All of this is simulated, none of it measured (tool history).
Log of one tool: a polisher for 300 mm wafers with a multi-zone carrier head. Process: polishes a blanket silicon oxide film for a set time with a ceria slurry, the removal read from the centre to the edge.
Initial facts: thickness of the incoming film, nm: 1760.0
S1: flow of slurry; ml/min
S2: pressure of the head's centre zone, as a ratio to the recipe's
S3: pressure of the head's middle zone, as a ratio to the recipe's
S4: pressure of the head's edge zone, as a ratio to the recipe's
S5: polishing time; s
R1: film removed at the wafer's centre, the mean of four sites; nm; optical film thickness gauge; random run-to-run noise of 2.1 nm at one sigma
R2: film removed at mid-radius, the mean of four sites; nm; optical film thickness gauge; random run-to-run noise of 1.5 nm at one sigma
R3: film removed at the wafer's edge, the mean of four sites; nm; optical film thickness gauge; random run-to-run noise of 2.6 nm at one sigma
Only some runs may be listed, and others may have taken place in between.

| run | hour | S1 | S2 | S3 | S4 | S5 | R1 | R2 | R3 |
|---|---|---|---|---|---|---|---|---|---|
| 1 | 0.0 | 220 | 1.00 | 1.00 | 1.00 | 68 | 157.66 | 150.73 | 152.63 |
| 2 | 5.9 | 220 | 1.08 | 1.00 | 1.00 | 68 | 167.83 | 151.43 | 154.38 |
| 3 | 8.6 | 220 | 1.08 | 1.00 | 0.94 | 68 | 170.28 | 153.04 | 147.30 |
| 4 | 12.8 | 220 | 1.08 | 1.00 | 0.94 | 60 | 149.41 | 135.35 | 132.61 |
| 5 | 20.7 | 255 | 1.08 | 1.00 | 0.94 | 60 | 150.30 | 135.17 | 130.32 |
| 6 | 28.4 | 300 | 1.08 | 1.00 | 0.94 | 60 | 158.05 | 139.52 | 136.29 |
| 7 | 32.9 | 300 | 1.08 | 1.02 | 0.94 | 62 | 160.05 | 146.59 | 140.92 |
| 8 | 35.1 | 300 | 1.09 | 1.04 | 0.94 | 64 | 168.18 | 153.59 | 141.95 |
| 9 | 36.9 | 300 | 1.09 | 1.05 | 0.95 | 66 | 173.51 | 160.38 | 150.15 |
| 10 | 39.7 | 300 | 1.10 | 1.07 | 0.95 | 67 | 180.09 | 164.62 | 152.46 |
| 11 | 40.8 | 300 | 1.10 | 1.08 | 0.95 | 68 | 181.79 | 169.00 | 151.68 |

For run 12, what comes out?
| 12 | 44.8 | 300 | 1.10 | 1.09 | 0.96 | 69 | ? | ? | ? |

R1: 184.04 nm
R2: 171.84 nm
R3: 154.93 nm

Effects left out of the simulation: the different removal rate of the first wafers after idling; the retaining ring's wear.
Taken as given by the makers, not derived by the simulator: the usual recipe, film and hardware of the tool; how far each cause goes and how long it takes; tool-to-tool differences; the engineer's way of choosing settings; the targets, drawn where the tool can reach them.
